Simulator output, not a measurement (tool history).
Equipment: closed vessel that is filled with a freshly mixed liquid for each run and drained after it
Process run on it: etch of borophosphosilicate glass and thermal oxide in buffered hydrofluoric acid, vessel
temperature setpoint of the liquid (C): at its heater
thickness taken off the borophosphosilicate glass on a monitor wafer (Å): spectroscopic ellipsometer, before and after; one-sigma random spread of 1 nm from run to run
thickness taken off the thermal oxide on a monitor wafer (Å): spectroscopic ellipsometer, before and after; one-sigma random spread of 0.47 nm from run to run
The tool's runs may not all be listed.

run	hour	temperature setpoint of the liquid (C)	parts of 40 % ammonium fluoride to one part of 49 % hydrofluoric acid (parts by volume)	time in the liquid (s)	thickness taken off the borophosphosilicate glass on a monitor wafer (Å)	thickness taken off the thermal oxide on a monitor wafer (Å)
1	0	20	15.5	60	1183.7	391.88
2	1.9	20	15.5	45	889.38	298.69
3	9.1	22.5	15.5	45	1019.6	337.87
4	16.4	20	15.5	45	884.01	297.74
5	23.7	21	15	45	957.36	322.62
6	27.5	21	15	30	648.37	218.35
7	31.3	22	13.5	30	752.59	254.01
8	36.5	23	12.5	30	861.93	288.58
9	43	23.5	11.5	30	954.92	314.85
10	43.9	23.5	11.5	30	964.87	324.93
11	46.8	24	11	30	1015.7	342.31
12	52.7	24.5	10.5	30	1106.3	368.23
13	58.1	25	10	30	1193.1	394.33

Run 14, settings as shown, results not yet in. Your forecast:
14	61.6	25	10	30	?	?

{"run 14": {"thickness taken off the borophosphosilicate glass on a monitor wafer (Å)": 1202.8, "thickness taken off the thermal oxide on a monitor wafer (Å)": 397.34}}
